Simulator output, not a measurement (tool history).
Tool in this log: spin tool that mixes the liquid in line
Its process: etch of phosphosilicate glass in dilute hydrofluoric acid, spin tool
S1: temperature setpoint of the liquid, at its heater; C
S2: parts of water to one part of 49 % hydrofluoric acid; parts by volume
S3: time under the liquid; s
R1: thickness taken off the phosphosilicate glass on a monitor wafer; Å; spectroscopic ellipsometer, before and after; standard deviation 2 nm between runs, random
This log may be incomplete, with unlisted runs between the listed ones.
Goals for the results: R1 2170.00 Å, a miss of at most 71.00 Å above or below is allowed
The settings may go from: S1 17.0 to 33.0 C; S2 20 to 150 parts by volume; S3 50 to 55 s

{"run": 1, "hour": 0.0, "S1": 25.0, "S2": 85, "S3": 50, "R1": 667.35}
{"run": 2, "hour": 6.3, "S1": 25.0, "S2": 65, "S3": 50, "R1": 911.64}
{"run": 3, "hour": 7.1, "S1": 26.5, "S2": 55, "S3": 50, "R1": 1136.2}
{"run": 4, "hour": 10.7, "S1": 26.5, "S2": 75, "S3": 50, "R1": 813.08}
{"run": 5, "hour": 16.0, "S1": 26.5, "S2": 90, "S3": 50, "R1": 667.46}
{"run": 6, "hour": 24.8, "S1": 27.5, "S2": 75, "S3": 50, "R1": 851.49}
{"run": 7, "hour": 32.3, "S1": 28.5, "S2": 65, "S3": 50, "R1": 1046.4}
{"run": 8, "hour": 40.0, "S1": 29.5, "S2": 60, "S3": 50, "R1": 1157.4}
{"run": 9, "hour": 48.7, "S1": 30.0, "S2": 55, "S3": 50, "R1": 1324.4}
{"run": 10, "hour": 51.7, "S1": 30.5, "S2": 50, "S3": 50, "R1": 1492.2}
{"run": 11, "hour": 60.3, "S1": 31.0, "S2": 45, "S3": 50, "R1": 1679.9}
{"run": 12, "hour": 61.5, "S1": 31.5, "S2": 45, "S3": 50, "R1": 1706.9}
{"run": 13, "hour": 66.5, "S1": 32.0, "S2": 45, "S3": 50, "R1": 1777.3}
{"run": 14, "hour": 69.9, "S1": 32.5, "S2": 40, "S3": 50, "R1": 1997.3}
{"run": 15, "hour": 77.7, "S1": 33.0, "S2": 40, "S3": 50, "R1": 2074.5}
{"run": 16, "hour": 81.6, "S1": 33.0, "S2": 35, "S3": 50, "R1": 2392.9}
{"run": 17, "hour": 82.9, "S1": 32.5, "S2": 35, "S3": 50, "R1": 2360.2}
{"run": 18, "hour": 86.8, "S1": 32.0, "S2": 35, "S3": 50, "R1": 2331.6}
{"run": 19, "hour": 87.6, "S1": 31.5, "S2": 35, "S3": 50, "R1": 2243.0}

Consider the 5 candidate settings below. Which is the only one whose results all fall within their allowed miss of target?
{"run": "A", "hour": 88.4, "S1": 32.0, "S2": 35, "S3": 50, "R1": "?"}
{"run": "B", "hour": 88.4, "S1": 32.5, "S2": 40, "S3": 50, "R1": "?"}
{"run": "C", "hour": 88.4, "S1": 30.0, "S2": 35, "S3": 55, "R1": "?"}
{"run": "D", "hour": 88.4, "S1": 31.5, "S2": 40, "S3": 55, "R1": "?"}
{"run": "E", "hour": 88.4, "S1": 33.0, "S2": 35, "S3": 50, "R1": "?"}

move=A R1=2288.70
move=B R1=2025.20
move=C R1=2326.20
move=D R1=2142.50
move=E R1=2379.90
A: further off than the last run
B: carries the result that was furthest off beyond its target, to the other side
C: further off than the last run
D: hits every target within its allowed miss
E: further off than the last run
D is the move that brings every result within its allowed miss.
